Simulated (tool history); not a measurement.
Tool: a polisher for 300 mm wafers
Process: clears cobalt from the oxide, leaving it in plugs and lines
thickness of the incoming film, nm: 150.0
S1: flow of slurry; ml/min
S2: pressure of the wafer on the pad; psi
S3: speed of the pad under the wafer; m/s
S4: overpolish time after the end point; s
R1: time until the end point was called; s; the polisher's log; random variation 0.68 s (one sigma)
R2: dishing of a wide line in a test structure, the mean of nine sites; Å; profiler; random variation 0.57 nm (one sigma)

| run | day | S1 | S2 | S3 | S4 | R1 | R2 |
|---|---|---|---|---|---|---|---|
| 1 | 0.000 | 155 | 1.6 | 1.04 | 9 | 37.788 | 294.00 |
| 2 | 0.312 | 120 | 1.6 | 1.04 | 9 | 38.255 | 285.00 |
| 3 | 0.396 | 120 | 1.6 | 1.04 | 8 | 38.717 | 262.12 |
| 4 | 0.608 | 135 | 1.6 | 1.04 | 8 | 38.304 | 254.81 |
| 5 | 0.846 | 135 | 1.6 | 0.82 | 8 | 47.663 | 213.93 |
| 6 | 0.929 | 135 | 1.6 | 0.82 | 9 | 48.670 | 227.08 |
| 7 | 1.029 | 135 | 1.6 | 0.82 | 10 | 47.183 | 259.65 |

Forecast run 8:
| 8 | 1.375 | 135 | 1.5 | 0.82 | 11 | ? | ? |

{"run 8": {"R1": 52.14, "R2": 259.96}}
